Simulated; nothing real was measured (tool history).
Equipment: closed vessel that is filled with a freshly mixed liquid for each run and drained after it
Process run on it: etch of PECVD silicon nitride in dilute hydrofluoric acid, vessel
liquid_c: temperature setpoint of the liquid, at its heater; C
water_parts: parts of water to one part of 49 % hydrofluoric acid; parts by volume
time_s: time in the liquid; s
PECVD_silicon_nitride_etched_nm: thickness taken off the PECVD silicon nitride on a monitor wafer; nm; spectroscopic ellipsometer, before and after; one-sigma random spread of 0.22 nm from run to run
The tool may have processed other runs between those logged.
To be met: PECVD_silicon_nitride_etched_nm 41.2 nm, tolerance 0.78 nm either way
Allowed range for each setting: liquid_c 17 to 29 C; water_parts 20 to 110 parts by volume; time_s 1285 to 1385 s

run,day,liquid_c,water_parts,time_s,PECVD_silicon_nitride_etched_nm
1,0,21,60,1285,45.662
2,0.358,21,60,1285,45.855
3,0.433,20.5,60,1285,43.898
4,0.529,20.5,45,1285,58.49
5,0.858,18,45,1285,48.799
6,0.958,18,30,1285,72.203
7,1.279,17.5,35,1285,59.606
8,1.538,17.5,40,1285,52.464
9,1.612,17.5,45,1285,47.161
10,1.712,17,45,1285,45.218

Consider the 5 candidate settings below. Which is the only one whose results all fall within their allowed miss of target?
A,1.812,17,50,1340,?
B,1.812,17,50,1335,?
C,1.812,19.5,55,1350,?
D,1.812,18,45,1385,?
E,1.812,17,50,1285,?

move,PECVD_silicon_nitride_etched_nm
A,43.117
B,42.956
C,47.213
D,52.975
E,41.347
A: moves toward the targets from the last run without getting all of them in spec
B: moves toward the targets from the last run without getting all of them in spec
C: moves away from the targets compared with the last run
D: moves away from the targets compared with the last run
E: all results land within tolerance of their targets
The right move is E.
